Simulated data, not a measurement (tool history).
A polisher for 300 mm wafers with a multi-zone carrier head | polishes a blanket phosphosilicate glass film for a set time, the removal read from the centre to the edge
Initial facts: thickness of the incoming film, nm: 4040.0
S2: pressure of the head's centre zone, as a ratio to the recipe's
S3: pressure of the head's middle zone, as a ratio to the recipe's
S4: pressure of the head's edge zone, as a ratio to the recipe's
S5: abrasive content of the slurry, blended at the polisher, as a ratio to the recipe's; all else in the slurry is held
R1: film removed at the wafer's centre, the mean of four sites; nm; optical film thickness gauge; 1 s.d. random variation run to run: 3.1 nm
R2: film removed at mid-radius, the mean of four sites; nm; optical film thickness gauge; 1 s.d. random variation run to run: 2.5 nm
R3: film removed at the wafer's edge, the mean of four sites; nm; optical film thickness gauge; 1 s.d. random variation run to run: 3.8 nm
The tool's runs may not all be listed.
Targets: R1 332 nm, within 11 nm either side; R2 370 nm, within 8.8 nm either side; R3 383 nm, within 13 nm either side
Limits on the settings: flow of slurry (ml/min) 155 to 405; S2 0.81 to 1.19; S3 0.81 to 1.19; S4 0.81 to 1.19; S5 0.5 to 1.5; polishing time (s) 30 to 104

run 1 hour=0 | flow_of_slurry_(ml/min)=260 S2=1 S3=1 S4=1 S5=1 polishing_time_(s)=67 | R1=330.92 R2=329.83 R3=319.9
run 2 hour=4.6 | flow_of_slurry_(ml/min)=260 S2=1 S3=1 S4=0.92 S5=1 polishing_time_(s)=67 | R1=330.71 R2=329.08 R3=304.54
run 3 hour=13.1 | flow_of_slurry_(ml/min)=260 S2=1 S3=1 S4=0.92 S5=1 polishing_time_(s)=61 | R1=302.43 R2=300.33 R3=280.54
run 4 hour=20.4 | flow_of_slurry_(ml/min)=260 S2=1 S3=1.05 S4=0.92 S5=1 polishing_time_(s)=61 | R1=298.88 R2=308.97 R3=283.67
run 5 hour=22.6 | flow_of_slurry_(ml/min)=260 S2=0.94 S3=1.05 S4=0.92 S5=1 polishing_time_(s)=61 | R1=276.33 R2=310.67 R3=283.6
run 6 hour=25 | flow_of_slurry_(ml/min)=265 S2=0.94 S3=1.05 S4=0.96 S5=1.05 polishing_time_(s)=61 | R1=294.92 R2=318.54 R3=295.73
run 7 hour=32.7 | flow_of_slurry_(ml/min)=195 S2=0.84 S3=1.07 S4=1.06 S5=1.3 polishing_time_(s)=65 | R1=294.5 R2=372.83 R3=360.62
run 8 hour=40.4 | flow_of_slurry_(ml/min)=195 S2=0.84 S3=1.07 S4=1.06 S5=1.3 polishing_time_(s)=65 | R1=298.68 R2=367.15 R3=357.62
run 9 hour=48.6 | flow_of_slurry_(ml/min)=200 S2=0.85 S3=1.06 S4=1.07 S5=1.3 polishing_time_(s)=65 | R1=299.4 R2=365.76 R3=361.27
run 10 hour=51.2 | flow_of_slurry_(ml/min)=205 S2=0.86 S3=1.06 S4=1.08 S5=1.3 polishing_time_(s)=65 | R1=308.93 R2=364.74 R3=365.69
run 11 hour=55.2 | flow_of_slurry_(ml/min)=210 S2=0.86 S3=1.06 S4=1.08 S5=1.3 polishing_time_(s)=65 | R1=304.02 R2=369.31 R3=362.64

Exercise: of the 5 proposed moves below, exactly one satisfies all targets within the stated allowed misses. Which move is it?
run A hour=59.2 | flow_of_slurry_(ml/min)=155 S2=0.81 S3=1.06 S4=1.12 S5=1.2 polishing_time_(s)=68 | R1=? R2=? R3=?
run B hour=59.2 | flow_of_slurry_(ml/min)=250 S2=0.89 S3=1.06 S4=1.01 S5=1.35 polishing_time_(s)=60 | R1=? R2=? R3=?
run C hour=59.2 | flow_of_slurry_(ml/min)=200 S2=0.88 S3=1.14 S4=1.03 S5=1.3 polishing_time_(s)=61 | R1=? R2=? R3=?
run D hour=59.2 | flow_of_slurry_(ml/min)=165 S2=0.84 S3=1.04 S4=1.16 S5=1.25 polishing_time_(s)=69 | R1=? R2=? R3=?
run E hour=59.2 | flow_of_slurry_(ml/min)=160 S2=0.89 S3=0.99 S4=1.04 S5=1.25 polishing_time_(s)=73 | R1=? R2=? R3=?

move=A R1=272.03 R2=352.78 R3=364.01
move=B R1=306.35 R2=357.45 R3=342.76
move=C R1=291.97 R2=365.5 R3=337.2
move=D R1=296.73 R2=364.93 R3=387.62
move=E R1=330.17 R2=369.59 R3=386.42
A: its largest miss is bigger than the last run's
B: its largest miss is bigger than the last run's
C: its largest miss is bigger than the last run's
D: its largest miss is bigger than the last run's
E: all results land within tolerance of their targets
So the answer is move E, the one that meets all the targets.
